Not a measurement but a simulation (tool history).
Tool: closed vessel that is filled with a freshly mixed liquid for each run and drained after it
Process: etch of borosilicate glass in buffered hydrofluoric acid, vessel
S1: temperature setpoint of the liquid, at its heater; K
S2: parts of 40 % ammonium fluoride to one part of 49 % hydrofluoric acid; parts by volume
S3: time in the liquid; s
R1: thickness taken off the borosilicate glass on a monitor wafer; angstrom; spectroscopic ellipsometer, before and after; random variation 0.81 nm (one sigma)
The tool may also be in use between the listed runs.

Run 1, hour 0.0: S1 294.15 K, S2 13.0 parts by volume, S3 85 s. Result: R1 694.80 angstrom.
Run 2, hour 0.8: S1 295.65 K, S2 12.5 parts by volume, S3 85 s. Result: R1 786.00 angstrom.
Run 3, hour 9.2: S1 295.65 K, S2 12.5 parts by volume, S3 85 s. Result: R1 781.69 angstrom.
Run 4, hour 14.9: S1 295.65 K, S2 12.5 parts by volume, S3 95 s. Result: R1 877.05 angstrom.
Run 5, hour 17.7: S1 295.65 K, S2 12.5 parts by volume, S3 95 s. Result: R1 878.26 angstrom.
Run 6, hour 22.3: S1 297.15 K, S2 12.5 parts by volume, S3 95 s. Result: R1 943.15 angstrom.
Run 7, hour 26.5: S1 298.15 K, S2 12.5 parts by volume, S3 95 s. Result: R1 1002.00 angstrom.
Run 8, hour 33.8: S1 298.65 K, S2 12.5 parts by volume, S3 95 s. Result: R1 1036.50 angstrom.

Forecast run 9:
Run 9, hour 39.0: S1 299.15 K, S2 12.5 parts by volume, S3 95 s. Result: R1 ?.

R1: 1055.90 angstrom
